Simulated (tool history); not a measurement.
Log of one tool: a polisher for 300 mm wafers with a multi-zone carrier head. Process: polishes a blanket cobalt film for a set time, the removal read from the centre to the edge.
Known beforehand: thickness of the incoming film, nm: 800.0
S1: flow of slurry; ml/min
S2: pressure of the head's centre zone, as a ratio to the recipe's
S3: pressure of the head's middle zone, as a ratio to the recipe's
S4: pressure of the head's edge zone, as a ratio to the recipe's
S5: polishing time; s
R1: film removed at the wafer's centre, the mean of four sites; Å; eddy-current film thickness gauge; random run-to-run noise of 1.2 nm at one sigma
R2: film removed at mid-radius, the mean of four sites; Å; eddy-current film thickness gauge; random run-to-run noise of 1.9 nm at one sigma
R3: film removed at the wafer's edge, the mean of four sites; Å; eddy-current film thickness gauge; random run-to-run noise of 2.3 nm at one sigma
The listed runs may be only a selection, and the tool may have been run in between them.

run	hour	S1	S2	S3	S4	S5	R1	R2	R3
1	0.0	205	1.00	1.00	1.00	45	2499.2	2587.2	2528.1
2	2.4	205	1.00	1.00	1.08	45	2470.4	2587.0	2556.7
3	6.4	205	1.00	1.00	1.08	50	2780.1	2837.3	2892.6
4	13.6	200	0.98	1.00	1.07	48	2580.3	2710.4	2763.2
5	22.5	200	0.97	1.00	1.06	46	2438.5	2588.2	2602.7
6	26.0	200	0.97	1.00	1.10	46	2473.6	2573.1	2633.3
7	32.7	170	0.87	0.97	1.00	37	1713.0	2010.7	1987.0
8	38.5	175	0.87	0.98	1.00	37	1704.7	2014.3	2049.5
9	44.7	190	0.89	1.05	0.93	37	1791.5	2180.8	1987.7
10	45.2	190	0.89	1.05	0.94	37	1796.3	2206.2	1950.6

Run 11 is up next; what results do you expect?
11	51.9	190	0.89	1.05	0.95	37	?	?	?

{"run 11": {"R1": 1769.1, "R2": 2179.2, "R3": 1978.1}}
